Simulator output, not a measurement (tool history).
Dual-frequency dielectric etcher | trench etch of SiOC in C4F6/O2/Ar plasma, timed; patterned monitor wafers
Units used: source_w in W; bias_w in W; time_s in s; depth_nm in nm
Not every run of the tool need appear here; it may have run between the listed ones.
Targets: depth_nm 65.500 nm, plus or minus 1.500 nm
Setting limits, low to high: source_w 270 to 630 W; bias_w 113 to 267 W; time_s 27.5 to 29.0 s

Run 1, hour 0.0: source_w 450 W, bias_w 190 W, time_s 27.5 s. Result: depth_nm 55.079 nm.
Run 2, hour 6.8: source_w 450 W, bias_w 211 W, time_s 27.5 s. Result: depth_nm 57.476 nm.
Run 3, hour 14.0: source_w 450 W, bias_w 211 W, time_s 29.0 s. Result: depth_nm 60.542 nm.
Run 4, hour 19.0: source_w 450 W, bias_w 211 W, time_s 27.5 s. Result: depth_nm 56.982 nm.
Run 5, hour 25.5: source_w 450 W, bias_w 227 W, time_s 27.5 s. Result: depth_nm 57.939 nm.
Run 6, hour 26.7: source_w 450 W, bias_w 243 W, time_s 27.5 s. Result: depth_nm 59.720 nm.
Run 7, hour 29.6: source_w 460 W, bias_w 244 W, time_s 27.5 s. Result: depth_nm 60.439 nm.
Run 8, hour 30.5: source_w 470 W, bias_w 245 W, time_s 27.5 s. Result: depth_nm 61.801 nm.
Run 9, hour 37.6: source_w 480 W, bias_w 245 W, time_s 27.5 s. Result: depth_nm 61.428 nm.
Run 10, hour 38.8: source_w 490 W, bias_w 246 W, time_s 27.5 s. Result: depth_nm 62.271 nm.
Run 11, hour 40.2: source_w 490 W, bias_w 246 W, time_s 27.5 s. Result: depth_nm 62.449 nm.
Run 12, hour 46.5: source_w 500 W, bias_w 247 W, time_s 27.5 s. Result: depth_nm 63.016 nm.
Run 13, hour 49.7: source_w 500 W, bias_w 248 W, time_s 27.5 s. Result: depth_nm 63.414 nm.

5 next moves are on the table. One of them brings every result within its allowed miss. Which?
Run A, hour 52.9: source_w 490 W, bias_w 241 W, time_s 27.5 s. Result: depth_nm ?.
Run B, hour 52.9: source_w 460 W, bias_w 261 W, time_s 27.5 s. Result: depth_nm ?.
Run C, hour 52.9: source_w 500 W, bias_w 233 W, time_s 29.0 s. Result: depth_nm ?.
Run D, hour 52.9: source_w 460 W, bias_w 251 W, time_s 27.5 s. Result: depth_nm ?.
Run E, hour 52.9: source_w 480 W, bias_w 217 W, time_s 28.5 s. Result: depth_nm ?.

move  depth_nm
   A    61.850
   B    61.300
   C    65.258
   D    60.598
   E    61.568
A: its largest miss is bigger than the last run's
B: its largest miss is bigger than the last run's
C: all results in spec
D: its largest miss is bigger than the last run's
E: its largest miss is bigger than the last run's
The right move is C.
